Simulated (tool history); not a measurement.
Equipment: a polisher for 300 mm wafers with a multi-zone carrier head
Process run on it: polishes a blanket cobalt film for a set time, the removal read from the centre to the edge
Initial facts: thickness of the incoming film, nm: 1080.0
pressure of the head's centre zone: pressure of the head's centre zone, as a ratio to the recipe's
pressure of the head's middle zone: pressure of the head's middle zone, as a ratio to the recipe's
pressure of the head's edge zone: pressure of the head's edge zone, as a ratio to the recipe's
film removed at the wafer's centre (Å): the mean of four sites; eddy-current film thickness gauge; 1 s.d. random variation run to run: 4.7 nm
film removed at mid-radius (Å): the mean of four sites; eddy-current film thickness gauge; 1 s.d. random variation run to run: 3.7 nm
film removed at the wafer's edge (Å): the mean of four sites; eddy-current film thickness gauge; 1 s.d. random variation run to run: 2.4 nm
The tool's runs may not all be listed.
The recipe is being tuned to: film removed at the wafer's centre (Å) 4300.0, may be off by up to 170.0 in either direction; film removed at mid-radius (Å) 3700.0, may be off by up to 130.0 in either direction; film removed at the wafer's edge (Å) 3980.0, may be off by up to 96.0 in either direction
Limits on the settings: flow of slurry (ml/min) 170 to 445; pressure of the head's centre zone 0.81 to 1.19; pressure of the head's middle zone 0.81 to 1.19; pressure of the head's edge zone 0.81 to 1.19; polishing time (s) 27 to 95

run  hour  flow of slurry (ml/min)  pressure of the head's centre zone  pressure of the head's middle zone  pressure of the head's edge zone  polishing time (s)  film removed at the wafer's centre (Å)  film removed at mid-radius (Å)  film removed at the wafer's edge (Å)
  1   0.0                      285                                1.00                                1.00                              1.00                  61                                  3112.1                          3058.5                                3037.7
  2   8.7                      285                                1.00                                1.00                              1.08                  61                                  3136.7                          3143.8                                3121.2
  3  10.4                      290                                1.03                                0.98                              1.10                  65                                  3356.3                          3208.6                                3398.4
  4  15.4                      300                                1.08                                1.00                              1.11                  67                                  3658.7                          3408.0                                3508.8
  5  21.8                      300                                1.08                                1.00                              1.16                  67                                  3688.1                          3391.3                                3611.2
  6  23.6                      310                                1.10                                1.00                              1.17                  68                                  3805.7                          3434.9                                3676.9
  7  30.5                      315                                1.12                                1.00                              1.18                  69                                  4050.6                          3510.8                                3777.2
  8  39.1                      325                                1.12                                1.00                              1.18                  70                                  4094.4                          3553.1                                3817.0
  9  41.1                      330                                1.12                                1.00                              1.18                  71                                  4107.5                          3681.3                                3865.6
 10  43.9                      325                                1.13                                1.00                              1.18                  71                                  4188.7                          3673.2                                3872.0

Which of these 5 next moves meets every target?
  A  46.7                      315                                1.15                                0.99                              1.19                  73                                       ?                               ?                                     ?
  B  46.7                      350                                1.10                                1.01                              1.15                  69                                       ?                               ?                                     ?
  C  46.7                      315                                1.16                                1.06                              1.13                  72                                       ?                               ?                                     ?
  D  46.7                      355                                1.07                                1.09                              1.12                  70                                       ?                               ?                                     ?
  E  46.7                      310                                1.07                                1.00                              1.17                  74                                       ?                               ?                                     ?

move  film removed at the wafer's centre (Å)  film removed at mid-radius (Å)  film removed at the wafer's edge (Å)
   A                                  4260.4                          3748.6                                4012.1
   B                                  3881.1                          3628.5                                3744.3
   C                                  4240.9                          3912.7                                3848.8
   D                                  3835.2                          3926.5                                3746.1
   E                                  4011.8                          3829.2                                4027.3
A: each result inside its tolerance
B: further off than the last run
C: further off than the last run
D: further off than the last run
E: the worst result of the last run now meets its target, but another is out of spec
Correct choice: A, which meets every target
